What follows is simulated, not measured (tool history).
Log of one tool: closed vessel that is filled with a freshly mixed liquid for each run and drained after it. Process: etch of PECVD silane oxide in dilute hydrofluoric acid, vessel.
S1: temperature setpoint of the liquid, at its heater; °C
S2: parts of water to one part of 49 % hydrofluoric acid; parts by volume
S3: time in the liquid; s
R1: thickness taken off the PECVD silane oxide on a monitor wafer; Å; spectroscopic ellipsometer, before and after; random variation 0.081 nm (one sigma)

{"run": 1, "hour": 0.0, "S1": 20, "S2": 105, "S3": 30, "R1": 72.045}
{"run": 2, "hour": 8.1, "S1": 23, "S2": 105, "S3": 30, "R1": 81.129}
{"run": 3, "hour": 14.8, "S1": 23, "S2": 105, "S3": 30, "R1": 81.876}
{"run": 4, "hour": 22.6, "S1": 24.5, "S2": 100, "S3": 30, "R1": 90.978}
{"run": 5, "hour": 28.4, "S1": 25.5, "S2": 95, "S3": 30, "R1": 99.732}
{"run": 6, "hour": 32.8, "S1": 26, "S2": 90, "S3": 30, "R1": 108.32}

Forecast run 7:
{"run": 7, "hour": 39.1, "S1": 28, "S2": 80, "S3": 30, "R1": "?"}

Run 7 gave R1 133.07 Å.
